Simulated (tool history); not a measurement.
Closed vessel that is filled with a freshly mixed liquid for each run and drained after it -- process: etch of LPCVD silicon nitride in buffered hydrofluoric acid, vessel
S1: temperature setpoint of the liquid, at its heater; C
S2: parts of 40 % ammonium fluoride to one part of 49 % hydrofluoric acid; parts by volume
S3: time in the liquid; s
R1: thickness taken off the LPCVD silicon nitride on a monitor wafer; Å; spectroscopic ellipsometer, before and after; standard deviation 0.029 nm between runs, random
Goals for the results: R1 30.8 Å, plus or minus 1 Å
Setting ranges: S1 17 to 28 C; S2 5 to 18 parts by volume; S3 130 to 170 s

run	hour	S1	S2	S3	R1
1	0	20	11	170	18.738
2	1	20	11	130	14.107
3	3.3	21.5	11	130	15.271
4	10.8	18	11	130	12.634
5	16.2	20.5	10	130	15.947
6	17.4	20.5	8.5	130	18.122
7	25.4	22.5	8	130	21.505
8	32.6	24	8	130	23.459
9	33.9	28	7	130	33.662
10	40.1	27.5	7	130	32.711

Exactly one of the 4 candidate moves below puts every result within its allowed miss. Which one?
A	46.3	25.5	6.5	130	?
B	46.3	26	7.5	155	?
C	46.3	27	8.5	140	?
D	46.3	28	7	130	?

move	R1
A	31.422
B	33.502
C	27.882
D	33.679
A: hits every target within its allowed miss
B: its largest miss is bigger than the last run's
C: moves the result that the last run missed by most past its target, out the other side
D: its largest miss is bigger than the last run's
A meets every target.

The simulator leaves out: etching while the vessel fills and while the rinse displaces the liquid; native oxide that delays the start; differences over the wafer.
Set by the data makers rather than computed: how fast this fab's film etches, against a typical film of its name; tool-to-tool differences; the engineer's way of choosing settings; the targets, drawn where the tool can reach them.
